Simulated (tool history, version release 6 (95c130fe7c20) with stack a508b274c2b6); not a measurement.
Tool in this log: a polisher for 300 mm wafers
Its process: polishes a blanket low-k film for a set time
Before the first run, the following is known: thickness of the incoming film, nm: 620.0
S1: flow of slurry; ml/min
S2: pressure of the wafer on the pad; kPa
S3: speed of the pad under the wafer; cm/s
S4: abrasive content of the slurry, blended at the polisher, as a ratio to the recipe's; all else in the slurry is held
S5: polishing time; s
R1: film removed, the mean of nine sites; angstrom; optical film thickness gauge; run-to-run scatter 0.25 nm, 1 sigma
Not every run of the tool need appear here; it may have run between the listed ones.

run	hour	S1	S2	S3	S4	S5	R1
1	0.0	230	13.8	128	1.0	35	183.96
2	1.2	235	15.9	130	1.0	35	217.42
3	6.8	210	15.9	130	1.0	35	213.62
4	11.5	210	15.9	130	1.0	31	189.77
5	17.6	240	17.2	134	1.0	31	210.28
6	20.8	240	17.9	146	1.0	31	240.04
7	21.3	240	18.6	154	1.0	31	252.85
8	29.9	240	19.3	162	1.0	31	278.28
9	35.3	240	20.0	168	1.0	31	295.11

Estimate the outcome of run 10 from the log above:
10	41.3	240	20.7	172	1.0	31	?

R1: 314.99 angstrom
